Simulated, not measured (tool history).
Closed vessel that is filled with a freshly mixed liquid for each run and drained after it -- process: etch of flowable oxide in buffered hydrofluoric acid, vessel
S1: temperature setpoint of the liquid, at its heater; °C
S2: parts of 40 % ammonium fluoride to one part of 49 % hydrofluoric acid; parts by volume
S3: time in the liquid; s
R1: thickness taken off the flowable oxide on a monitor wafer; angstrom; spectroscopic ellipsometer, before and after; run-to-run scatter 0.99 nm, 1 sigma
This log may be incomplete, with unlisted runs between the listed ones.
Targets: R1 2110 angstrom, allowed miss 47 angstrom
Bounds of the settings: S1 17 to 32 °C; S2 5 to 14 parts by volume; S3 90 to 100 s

run 1 day=0 | S1=24 S2=8.5 S3=90 | R1=1580.8
run 2 day=0.133 | S1=27 S2=8.5 S3=90 | R1=1880.1
run 3 day=0.233 | S1=27 S2=10 S3=90 | R1=1660.7
run 4 day=0.371 | S1=27 S2=10 S3=90 | R1=1638.4
run 5 day=0.704 | S1=27.5 S2=10 S3=90 | R1=1680.1
run 6 day=0.95 | S1=25 S2=10 S3=90 | R1=1479.5
run 7 day=1.175 | S1=29 S2=10 S3=90 | R1=1835.6
run 8 day=1.429 | S1=29.5 S2=10 S3=90 | R1=1882.3

5 candidate next runs follow, results not yet known. Just one meets every target within its allowed miss. Identify it.
run A day=1.683 | S1=29 S2=11 S3=95 | R1=?
run B day=1.683 | S1=31 S2=9 S3=90 | R1=?
run C day=1.683 | S1=29 S2=9 S3=95 | R1=?
run D day=1.683 | S1=26 S2=8.5 S3=90 | R1=?
run E day=1.683 | S1=25 S2=6.5 S3=95 | R1=?

move=A R1=1755.8
move=B R1=2214.5
move=C R1=2104.8
move=D R1=1761.5
move=E R1=2342.4
A: further off than the last run
B: the result that was furthest off in the last run now lies on the other side of its target
C: all results in spec
D: further off than the last run
E: the result that was furthest off in the last run now lies on the other side of its target
The move that meets every target is C.
